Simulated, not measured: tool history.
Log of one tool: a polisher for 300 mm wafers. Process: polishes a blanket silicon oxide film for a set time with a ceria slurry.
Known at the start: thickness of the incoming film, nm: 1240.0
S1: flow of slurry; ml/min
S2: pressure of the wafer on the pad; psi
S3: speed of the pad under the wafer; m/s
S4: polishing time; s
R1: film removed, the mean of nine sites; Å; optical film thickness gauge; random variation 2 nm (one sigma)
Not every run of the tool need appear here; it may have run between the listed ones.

run  hour   S1   S2    S3  S4      R1
  1   0.0  155  2.4  1.20  78  3086.6
  2   5.5  155  2.4  1.50  78  3795.5
  3   7.8  155  2.4  1.50  78  3847.3
  4  13.0  150  2.1  1.50  78  3483.5
  5  14.7  150  1.8  1.50  78  3188.5
  6  20.4  150  1.8  1.50  82  3366.4
  7  27.1  145  1.6  1.48  82  3056.4
  8  31.7  125  1.1  1.48  82  2371.0

Expected results for the next run?
  9  40.5  135  1.1  1.48  82   ?

R1: 2423.2 Å
